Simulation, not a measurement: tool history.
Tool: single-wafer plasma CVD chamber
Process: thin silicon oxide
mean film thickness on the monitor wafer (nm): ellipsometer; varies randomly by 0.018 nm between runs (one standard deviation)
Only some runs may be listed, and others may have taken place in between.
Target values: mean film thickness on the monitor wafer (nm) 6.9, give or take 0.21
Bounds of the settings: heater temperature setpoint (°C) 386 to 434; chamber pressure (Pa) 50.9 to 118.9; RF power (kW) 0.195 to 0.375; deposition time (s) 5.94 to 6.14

run,hour,heater temperature setpoint (°C),chamber pressure (Pa),RF power (kW),deposition time (s),mean film thickness on the monitor wafer (nm)
1,0,410,84.9,0.285,5.94,8.122
2,6.5,410,95.9,0.285,5.94,9.0838
3,8.7,410,91.5,0.285,5.94,8.6969
4,17.5,410,87.9,0.285,5.94,8.3799
5,23.3,415,87.9,0.285,5.94,8.3467
6,29.2,415,84.8,0.285,5.94,8.0659
7,30.9,415,82.4,0.285,5.94,7.8956
8,34.6,415,80.3,0.285,5.94,7.7104
9,35.3,415,78.4,0.285,5.94,7.5221
10,40.4,415,77.1,0.285,5.94,7.4359
11,44.7,415,75.9,0.285,5.94,7.3117
12,51.6,415,74.9,0.285,5.94,7.2199
13,57,415,74.3,0.285,5.94,7.1155
14,58.3,415,73.9,0.285,5.94,7.1172
# hour 64.8: capacitance manometer re-zeroed and calibrated
15,64.8,415,73.5,0.285,5.94,7.598

Which one of the following 4 next-run settings gets every result inside its allowed miss? There is exactly one.
A,71.3,416,66.8,0.275,5.97,?
B,71.3,418,74.4,0.265,5.94,?
C,71.3,410,68.9,0.285,6.14,?
D,71.3,414,74,0.265,6.09,?

move,mean film thickness on the monitor wafer (nm)
A,6.8667
B,7.3981
C,7.4174
D,7.5639
A: in spec on every target
B: closes in on the targets versus the last run, not all within tolerance yet
C: closes in on the targets versus the last run, not all within tolerance yet
D: as far off as the last run
Correct choice: A, which meets every target
